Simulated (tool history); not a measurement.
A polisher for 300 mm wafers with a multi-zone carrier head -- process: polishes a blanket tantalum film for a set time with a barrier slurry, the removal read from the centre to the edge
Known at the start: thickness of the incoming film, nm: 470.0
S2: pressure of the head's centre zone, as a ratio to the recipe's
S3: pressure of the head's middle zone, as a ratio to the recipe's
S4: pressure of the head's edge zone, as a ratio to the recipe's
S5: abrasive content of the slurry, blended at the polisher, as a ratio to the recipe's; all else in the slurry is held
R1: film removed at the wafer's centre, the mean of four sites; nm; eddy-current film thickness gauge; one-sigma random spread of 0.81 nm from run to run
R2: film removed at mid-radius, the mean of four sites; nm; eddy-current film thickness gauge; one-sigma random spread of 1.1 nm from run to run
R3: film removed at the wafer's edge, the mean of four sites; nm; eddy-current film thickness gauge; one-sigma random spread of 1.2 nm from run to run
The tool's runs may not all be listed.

Run 1, hour 0: flow of slurry (ml/min) 235, S2 1, S3 1, S4 1, S5 1, polishing time (s) 59. Result: R1 109.84 nm, R2 114.22 nm, R3 109.38 nm.
Run 2, hour 6.8: flow of slurry (ml/min) 235, S2 1, S3 1, S4 1, S5 0.9, polishing time (s) 59. Result: R1 106.05 nm, R2 108.45 nm, R3 101.52 nm.
Run 3, hour 15.4: flow of slurry (ml/min) 235, S2 1, S3 1, S4 1, S5 1, polishing time (s) 59. Result: R1 111.34 nm, R2 113.47 nm, R3 106.18 nm.
Run 4, hour 17.5: flow of slurry (ml/min) 235, S2 1, S3 1, S4 1, S5 1, polishing time (s) 48. Result: R1 90.724 nm, R2 91.839 nm, R3 88.479 nm.
Run 5, hour 24.1: flow of slurry (ml/min) 235, S2 1, S3 1.01, S4 1, S5 1, polishing time (s) 48. Result: R1 89.046 nm, R2 92.131 nm, R3 89.991 nm.
Run 6, hour 25.1: flow of slurry (ml/min) 235, S2 1, S3 1.01, S4 1, S5 0.9, polishing time (s) 48. Result: R1 84.066 nm, R2 88.613 nm, R3 84.944 nm.
Run 7, hour 32.1: flow of slurry (ml/min) 240, S2 1, S3 1.03, S4 0.99, S5 0.9, polishing time (s) 48. Result: R1 85.404 nm, R2 91.254 nm, R3 85.861 nm.
Run 8, hour 37.9: flow of slurry (ml/min) 245, S2 1, S3 1.04, S4 0.98, S5 0.9, polishing time (s) 48. Result: R1 85.436 nm, R2 89.69 nm, R3 81.714 nm.
Run 9, hour 45.4: flow of slurry (ml/min) 245, S2 1, S3 1.06, S4 0.99, S5 0.9, polishing time (s) 48. Result: R1 85.843 nm, R2 94.089 nm, R3 86.917 nm.
Run 10, hour 53.8: flow of slurry (ml/min) 250, S2 1, S3 1.07, S4 0.98, S5 0.9, polishing time (s) 48. Result: R1 86.042 nm, R2 95.576 nm, R3 85.695 nm.
Run 11, hour 62.5: flow of slurry (ml/min) 255, S2 1, S3 1.08, S4 0.98, S5 0.9, polishing time (s) 48. Result: R1 86.319 nm, R2 94.868 nm, R3 85.465 nm.
Run 12, hour 67: flow of slurry (ml/min) 255, S2 1, S3 1.09, S4 0.98, S5 0.9, polishing time (s) 48. Result: R1 86.429 nm, R2 95.518 nm, R3 84.642 nm.
Run 13, hour 73.8: flow of slurry (ml/min) 255, S2 1, S3 1.1, S4 0.98, S5 0.9, polishing time (s) 48. Result: R1 87.215 nm, R2 97.017 nm, R3 84.951 nm.
Run 14, hour 78.5: flow of slurry (ml/min) 255, S2 1, S3 1.11, S4 0.98, S5 0.9, polishing time (s) 48. Result: R1 87.447 nm, R2 98.122 nm, R3 84.335 nm.
Run 15, hour 81.6: flow of slurry (ml/min) 255, S2 1, S3 1.12, S4 0.99, S5 0.9, polishing time (s) 48. Result: R1 86.449 nm, R2 97.172 nm, R3 85.161 nm.

Run 16, settings as shown, results not yet in. Your forecast:
Run 16, hour 89.3: flow of slurry (ml/min) 260, S2 1, S3 1.13, S4 0.99, S5 0.9, polishing time (s) 48. Result: R1 ?, R2 ?, R3 ?.

R1: 86.688 nm
R2: 99.008 nm
R3: 85.309 nm
